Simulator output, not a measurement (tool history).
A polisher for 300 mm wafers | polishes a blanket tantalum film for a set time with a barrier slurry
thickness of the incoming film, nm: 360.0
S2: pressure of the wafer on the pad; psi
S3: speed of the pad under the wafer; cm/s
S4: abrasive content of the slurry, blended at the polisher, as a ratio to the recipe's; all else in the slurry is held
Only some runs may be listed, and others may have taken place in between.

{"run": 1, "hour": 0.0, "flow of slurry (ml/min)": 230, "S2": 1.6, "S3": 128, "S4": 1, "polishing time (s)": 83, "film removed (nm)": 144.75}
{"run": 2, "hour": 6.0, "flow of slurry (ml/min)": 195, "S2": 1.6, "S3": 128, "S4": 1, "polishing time (s)": 83, "film removed (nm)": 142.4}
{"run": 3, "hour": 11.4, "flow of slurry (ml/min)": 195, "S2": 1.6, "S3": 104, "S4": 1, "polishing time (s)": 83, "film removed (nm)": 116.48}
{"run": 4, "hour": 14.1, "flow of slurry (ml/min)": 195, "S2": 2, "S3": 104, "S4": 1, "polishing time (s)": 83, "film removed (nm)": 142.73}
{"run": 5, "hour": 20.5, "flow of slurry (ml/min)": 150, "S2": 2, "S3": 104, "S4": 1, "polishing time (s)": 83, "film removed (nm)": 141.44}
{"run": 6, "hour": 21.3, "flow of slurry (ml/min)": 150, "S2": 2, "S3": 78, "S4": 1, "polishing time (s)": 83, "film removed (nm)": 105.72}

For run 7, what comes out?
{"hour": 23.6, "done": "slurry nozzle cleaned"}
{"run": 7, "hour": 23.6, "flow of slurry (ml/min)": 165, "S2": 2.1, "S3": 78, "S4": 1, "polishing time (s)": 83, "film removed (nm)": "?"}

Run 7 yielded film removed (nm) 114.88.
